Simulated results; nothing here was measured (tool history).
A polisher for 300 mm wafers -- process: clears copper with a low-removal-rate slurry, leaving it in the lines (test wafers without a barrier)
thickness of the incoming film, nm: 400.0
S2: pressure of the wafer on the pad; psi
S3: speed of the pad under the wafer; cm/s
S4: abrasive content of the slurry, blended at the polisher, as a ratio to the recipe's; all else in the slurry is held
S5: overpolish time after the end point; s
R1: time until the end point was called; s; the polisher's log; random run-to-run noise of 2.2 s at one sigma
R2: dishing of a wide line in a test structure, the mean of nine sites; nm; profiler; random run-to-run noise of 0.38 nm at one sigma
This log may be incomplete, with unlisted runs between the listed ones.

Run 1, day 0.000: flow of slurry (ml/min) 245, S2 3.0 psi, S3 142 cm/s, S4 1.0, S5 26 s. Result: R1 94.316 s, R2 54.895 nm.
Run 2, day 0.221: flow of slurry (ml/min) 245, S2 3.0 psi, S3 110 cm/s, S4 1.0, S5 26 s. Result: R1 125.750 s, R2 47.674 nm.
Run 3, day 0.579: flow of slurry (ml/min) 245, S2 2.6 psi, S3 110 cm/s, S4 1.0, S5 26 s. Result: R1 142.770 s, R2 42.720 nm.
Run 4, day 0.658: flow of slurry (ml/min) 245, S2 2.4 psi, S3 112 cm/s, S4 1.0, S5 22 s. Result: R1 150.950 s, R2 34.879 nm.
Run 5, day 0.842: flow of slurry (ml/min) 245, S2 2.4 psi, S3 112 cm/s, S4 1.0, S5 17 s. Result: R1 147.450 s, R2 28.864 nm.
Run 6, day 0.908: flow of slurry (ml/min) 245, S2 2.3 psi, S3 112 cm/s, S4 1.0, S5 17 s. Result: R1 154.950 s, R2 27.615 nm.

What will run 7 give?
Run 7, day 1.229: flow of slurry (ml/min) 245, S2 1.9 psi, S3 112 cm/s, S4 1.0, S5 15 s. Result: R1 ?, R2 ?.

Run 7 produced R1 189.600 s, R2 21.010 nm.

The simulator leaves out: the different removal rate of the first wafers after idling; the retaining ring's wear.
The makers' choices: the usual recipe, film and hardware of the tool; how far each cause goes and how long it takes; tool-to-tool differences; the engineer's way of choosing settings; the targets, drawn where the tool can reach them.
